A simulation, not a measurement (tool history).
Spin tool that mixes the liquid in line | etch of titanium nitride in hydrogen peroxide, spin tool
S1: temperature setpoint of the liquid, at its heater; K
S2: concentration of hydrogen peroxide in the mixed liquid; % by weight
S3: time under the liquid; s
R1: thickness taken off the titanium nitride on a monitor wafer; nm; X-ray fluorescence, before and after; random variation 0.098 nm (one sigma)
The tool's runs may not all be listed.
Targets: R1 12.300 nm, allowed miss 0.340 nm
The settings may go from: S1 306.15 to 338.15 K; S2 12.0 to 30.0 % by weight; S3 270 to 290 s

| run | hour | S1 | S2 | S3 | R1 |
|---|---|---|---|---|---|
| 1 | 0.0 | 322.15 | 20.5 | 270 | 20.164 |
| 2 | 8.1 | 320.15 | 20.5 | 270 | 17.388 |
| 3 | 9.1 | 320.15 | 20.5 | 270 | 17.446 |
| 4 | 18.1 | 320.15 | 20.5 | 290 | 18.856 |
| 5 | 20.2 | 320.15 | 24.5 | 290 | 19.535 |
| 6 | 28.0 | 318.15 | 24.5 | 290 | 16.950 |
| 7 | 36.3 | 316.65 | 24.5 | 290 | 15.062 |
| 8 | 40.1 | 315.65 | 24.5 | 290 | 13.934 |

Which of these 4 next moves meets every target?
| A | 43.9 | 317.65 | 25.5 | 290 | ? |
| B | 43.9 | 314.15 | 25.0 | 270 | ? |
| C | 43.9 | 314.65 | 23.5 | 275 | ? |
| D | 43.9 | 315.65 | 26.0 | 270 | ? |

| move | R1 |
|---|---|
| A | 16.619 |
| B | 11.825 |
| C | 12.345 |
| D | 13.368 |
A: further off than the last run
B: takes the result that was furthest off past its target
C: meets every target
D: nearer than the last run, and not there yet
The right move is C.
